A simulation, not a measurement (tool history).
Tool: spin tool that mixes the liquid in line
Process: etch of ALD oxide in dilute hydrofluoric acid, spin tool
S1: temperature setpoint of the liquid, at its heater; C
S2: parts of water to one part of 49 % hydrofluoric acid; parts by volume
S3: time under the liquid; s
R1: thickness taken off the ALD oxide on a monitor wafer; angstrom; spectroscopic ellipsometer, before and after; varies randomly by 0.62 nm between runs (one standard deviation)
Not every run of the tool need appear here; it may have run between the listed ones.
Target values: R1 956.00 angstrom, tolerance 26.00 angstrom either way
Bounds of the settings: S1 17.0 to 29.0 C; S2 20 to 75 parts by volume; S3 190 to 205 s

{"run": 1, "hour": 0.0, "S1": 21.0, "S2": 45, "S3": 190, "R1": 542.16}
{"run": 2, "hour": 2.0, "S1": 21.0, "S2": 30, "S3": 190, "R1": 815.98}
{"run": 3, "hour": 10.3, "S1": 21.0, "S2": 20, "S3": 190, "R1": 1239.8}
{"run": 4, "hour": 17.5, "S1": 21.0, "S2": 20, "S3": 205, "R1": 1327.2}
{"run": 5, "hour": 25.8, "S1": 21.0, "S2": 20, "S3": 205, "R1": 1344.1}
{"run": 6, "hour": 27.5, "S1": 21.0, "S2": 20, "S3": 205, "R1": 1340.8}
{"run": 7, "hour": 36.5, "S1": 20.5, "S2": 20, "S3": 205, "R1": 1307.2}
{"run": 8, "hour": 42.0, "S1": 20.0, "S2": 20, "S3": 205, "R1": 1270.1}
{"run": 9, "hour": 50.5, "S1": 19.5, "S2": 20, "S3": 205, "R1": 1260.7}
{"run": 10, "hour": 52.3, "S1": 19.0, "S2": 20, "S3": 205, "R1": 1234.6}
{"run": 11, "hour": 59.0, "S1": 19.0, "S2": 20, "S3": 205, "R1": 1236.5}
{"run": 12, "hour": 60.8, "S1": 18.5, "S2": 20, "S3": 205, "R1": 1204.4}
{"run": 13, "hour": 64.9, "S1": 17.5, "S2": 25, "S3": 205, "R1": 914.56}

Consider the 4 candidate settings below. Which is the only one whose results all fall within their allowed miss of target?
{"run": "A", "hour": 69.0, "S1": 21.5, "S2": 30, "S3": 200, "R1": "?"}
{"run": "B", "hour": 69.0, "S1": 18.5, "S2": 25, "S3": 205, "R1": "?"}
{"run": "C", "hour": 69.0, "S1": 17.0, "S2": 25, "S3": 205, "R1": "?"}
{"run": "D", "hour": 69.0, "S1": 18.5, "S2": 25, "S3": 190, "R1": "?"}

move=A R1=877.80
move=B R1=951.63
move=C R1=889.83
move=D R1=882.00
A: moves away from the targets compared with the last run
B: all results in spec
C: moves away from the targets compared with the last run
D: moves away from the targets compared with the last run
B is the move that brings every result within its allowed miss.

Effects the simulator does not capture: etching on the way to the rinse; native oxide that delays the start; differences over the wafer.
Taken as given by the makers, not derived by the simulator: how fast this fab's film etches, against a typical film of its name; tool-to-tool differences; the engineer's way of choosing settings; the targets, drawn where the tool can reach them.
